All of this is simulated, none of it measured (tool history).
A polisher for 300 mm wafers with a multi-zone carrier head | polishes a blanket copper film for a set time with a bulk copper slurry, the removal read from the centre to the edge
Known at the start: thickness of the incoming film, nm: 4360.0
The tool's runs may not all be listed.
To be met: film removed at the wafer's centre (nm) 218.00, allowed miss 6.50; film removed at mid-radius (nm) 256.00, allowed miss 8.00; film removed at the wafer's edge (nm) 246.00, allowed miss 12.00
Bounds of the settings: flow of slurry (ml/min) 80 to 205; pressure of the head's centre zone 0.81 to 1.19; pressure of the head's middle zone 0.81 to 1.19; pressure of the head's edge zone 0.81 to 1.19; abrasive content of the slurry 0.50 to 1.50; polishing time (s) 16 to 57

run	hour	flow of slurry (ml/min)	pressure of the head's centre zone	pressure of the head's middle zone	pressure of the head's edge zone	abrasive content of the slurry	polishing time (s)	film removed at the wafer's centre (nm)	film removed at mid-radius (nm)	film removed at the wafer's edge (nm)
1	0.0	135	1.00	1.00	1.00	1.00	36	285.47	295.30	292.57
2	3.7	130	0.98	1.00	0.98	0.95	36	276.84	281.75	276.66
3	11.8	125	0.95	1.01	0.98	0.95	36	270.59	285.28	283.62
4	15.3	120	0.93	1.02	0.97	0.90	36	253.67	278.55	277.18
5	21.3	115	0.92	1.02	0.95	0.90	36	251.70	275.95	275.73
6	24.9	115	0.91	1.03	0.93	0.85	36	244.56	273.74	258.47
7	30.4	110	0.90	1.03	0.92	0.85	36	241.96	270.29	262.09
8	34.2	105	0.85	1.05	0.88	0.60	35	194.13	235.32	222.22
9	35.4	110	0.86	1.05	0.89	0.60	35	199.36	232.83	225.93
10	43.4	115	0.86	1.06	0.90	0.60	35	201.94	240.48	222.04
11	46.4	115	0.86	1.06	0.92	0.60	35	201.90	243.74	226.51
12	51.4	115	0.86	1.05	0.94	0.60	35	202.50	241.06	231.33
13	58.9	120	0.86	1.05	0.95	0.60	35	204.10	239.39	232.29
14	62.3	125	0.86	1.05	0.96	0.60	35	205.20	240.23	233.92
15	68.6	125	0.86	1.05	0.97	0.60	35	207.22	245.02	236.13
16	75.1	130	0.86	1.05	0.98	0.60	35	208.63	246.50	241.96

4 next moves are on the table. One of them brings every result within its allowed miss. Which?
A	81.6	160	0.96	1.16	0.90	0.55	33	?	?	?
B	81.6	135	0.84	0.93	1.15	0.65	36	?	?	?
C	81.6	135	0.87	1.05	0.98	0.60	36	?	?	?
D	81.6	135	0.89	1.01	1.01	0.65	34	?	?	?

move	film removed at the wafer's centre (nm)	film removed at mid-radius (nm)	film removed at the wafer's edge (nm)
A	218.30	256.19	218.30
B	219.48	240.60	279.02
C	219.29	257.47	250.14
D	216.69	242.47	246.68
A: brings the result that was furthest off to its target, and leaves another outside
B: brings the result that was furthest off to its target, and leaves another outside
C: meets every target
D: brings the result that was furthest off to its target, and leaves another outside
Move C is the one to make.
